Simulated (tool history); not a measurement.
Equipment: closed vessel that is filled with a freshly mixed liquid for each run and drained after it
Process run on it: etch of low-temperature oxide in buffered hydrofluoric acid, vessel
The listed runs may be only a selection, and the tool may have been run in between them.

run  hour  temperature setpoint of the liquid (°C)  parts of 40 % ammonium fluoride to one part of 49 % hydrofluoric acid (parts by volume)  time in the liquid (s)  thickness taken off the low-temperature oxide on a monitor wafer (angstrom)
  1     0                                       21                                                                                      8.5                      95                                                                       1825.9
  2   6.7                                     23.5                                                                                        8                      95                                                                       2249.1
  3   9.2                                     23.5                                                                                        8                     105                                                                       2496.3
  4  10.3                                       21                                                                                        8                     105                                                                         2147
  5  19.1                                       23                                                                                        8                     105                                                                       2398.4
  6  24.7                                       26                                                                                        8                     105                                                                       2843.1
  7  30.9                                       27                                                                                        8                     105                                                                       2970.9
  8  32.4                                     27.5                                                                                        8                     105                                                                         3089

The next listed run, before its measurement:
  9  39.3                                       28                                                                                        8                     105                                                                            ?

{"run 9": {"thickness taken off the low-temperature oxide on a monitor wafer (angstrom)": 3167.8}}

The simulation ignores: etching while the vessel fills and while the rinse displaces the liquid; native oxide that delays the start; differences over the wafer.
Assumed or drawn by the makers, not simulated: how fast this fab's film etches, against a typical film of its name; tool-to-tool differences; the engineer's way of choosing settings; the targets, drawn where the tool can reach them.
